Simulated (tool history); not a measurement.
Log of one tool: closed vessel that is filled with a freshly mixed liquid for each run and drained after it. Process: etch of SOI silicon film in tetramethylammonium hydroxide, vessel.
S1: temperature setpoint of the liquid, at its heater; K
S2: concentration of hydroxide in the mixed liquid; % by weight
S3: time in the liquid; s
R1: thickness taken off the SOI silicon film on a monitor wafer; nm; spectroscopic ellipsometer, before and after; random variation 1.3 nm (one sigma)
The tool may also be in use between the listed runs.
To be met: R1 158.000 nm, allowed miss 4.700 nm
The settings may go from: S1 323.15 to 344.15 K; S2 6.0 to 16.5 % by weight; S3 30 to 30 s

run,hour,S1,S2,S3,R1
1,0.0,331.15,11.0,30,91.884
2,2.5,333.15,11.0,30,101.920
3,7.2,333.15,9.5,30,108.090
4,12.6,334.65,9.5,30,119.910
5,14.7,335.65,9.5,30,129.620
6,22.6,336.15,9.5,30,131.340
7,27.4,336.65,9.5,30,137.450
8,28.4,337.15,9.5,30,138.280
9,35.2,337.65,9.5,30,142.440
10,43.8,338.15,9.5,30,146.270
11,52.7,338.65,9.5,30,152.310

Which of these 4 next moves meets every target?
A,61.6,336.65,6.0,30,?
B,61.6,338.65,10.5,30,?
C,61.6,338.65,10.0,30,?
D,61.6,337.15,10.0,30,?

move,R1
A,156.320
B,147.380
C,149.980
D,136.960
A: meets every target
B: further off than the last run
C: further off than the last run
D: further off than the last run
Move A is the one to make.
